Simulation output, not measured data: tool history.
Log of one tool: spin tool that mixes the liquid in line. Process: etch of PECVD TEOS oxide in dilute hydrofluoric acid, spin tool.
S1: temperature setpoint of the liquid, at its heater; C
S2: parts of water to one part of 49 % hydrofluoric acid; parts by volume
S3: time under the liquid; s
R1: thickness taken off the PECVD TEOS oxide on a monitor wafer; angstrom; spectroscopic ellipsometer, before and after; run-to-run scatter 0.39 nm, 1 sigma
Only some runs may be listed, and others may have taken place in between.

Run 1, hour 0: S1 24 C, S2 90 parts by volume, S3 130 s. Result: R1 235.75 angstrom.
Run 2, hour 1.5: S1 26 C, S2 70 parts by volume, S3 130 s. Result: R1 334.13 angstrom.
Run 3, hour 9.3: S1 28.5 C, S2 70 parts by volume, S3 130 s. Result: R1 367.34 angstrom.
Run 4, hour 12.7: S1 28.5 C, S2 70 parts by volume, S3 130 s. Result: R1 368.97 angstrom.
Run 5, hour 16.2: S1 28.5 C, S2 70 parts by volume, S3 130 s. Result: R1 371.18 angstrom.
Run 6, hour 22.7: S1 27 C, S2 70 parts by volume, S3 130 s. Result: R1 347.27 angstrom.

Run 7 is up next; what results do you expect?
Run 7, hour 27.6: S1 28.5 C, S2 60 parts by volume, S3 130 s. Result: R1 ?.

Run 7 measured R1 435.91 angstrom.

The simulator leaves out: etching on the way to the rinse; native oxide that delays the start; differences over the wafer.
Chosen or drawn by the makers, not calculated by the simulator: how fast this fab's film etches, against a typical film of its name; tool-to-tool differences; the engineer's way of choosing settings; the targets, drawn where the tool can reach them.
